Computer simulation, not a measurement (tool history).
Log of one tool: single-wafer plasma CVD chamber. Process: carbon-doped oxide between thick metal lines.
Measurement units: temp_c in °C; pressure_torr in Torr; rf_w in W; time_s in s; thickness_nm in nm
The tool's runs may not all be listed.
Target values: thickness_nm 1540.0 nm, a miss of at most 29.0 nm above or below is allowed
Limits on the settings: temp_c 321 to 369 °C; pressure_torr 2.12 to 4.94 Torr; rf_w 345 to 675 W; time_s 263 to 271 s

run  hour  temp_c  pressure_torr  rf_w  time_s  thickness_nm
  1   0.0     345           3.53   510     263        1306.6
  2   5.9     345           3.53   510     271        1346.8
  3  14.0     345           3.53   480     271        1299.2
  4  19.9     345           3.53   505     271        1321.0
  5  26.4     345           3.53   505     263        1298.0
  6  35.1     351           3.53   505     263        1274.9
  7  41.2     349           3.70   525     264        1352.8
  8  45.7     337           4.41   540     264        1450.2
  9  52.9     337           4.50   545     264        1476.3

Exactly one of the 5 candidate moves below puts every result within its allowed miss. Which one?
  A  60.1     344           4.44   575     271             ?
  B  60.1     336           3.96   525     271             ?
  C  60.1     342           4.39   540     263             ?
  D  60.1     342           4.16   535     263             ?
  E  60.1     336           4.26   525     263             ?

move  thickness_nm
   A        1540.6
   B        1452.3
   C        1441.9
   D        1417.0
   E        1431.2
A: meets every target
B: moves away from the targets compared with the last run
C: moves away from the targets compared with the last run
D: moves away from the targets compared with the last run
E: moves away from the targets compared with the last run
A is the move that brings every result within its allowed miss.

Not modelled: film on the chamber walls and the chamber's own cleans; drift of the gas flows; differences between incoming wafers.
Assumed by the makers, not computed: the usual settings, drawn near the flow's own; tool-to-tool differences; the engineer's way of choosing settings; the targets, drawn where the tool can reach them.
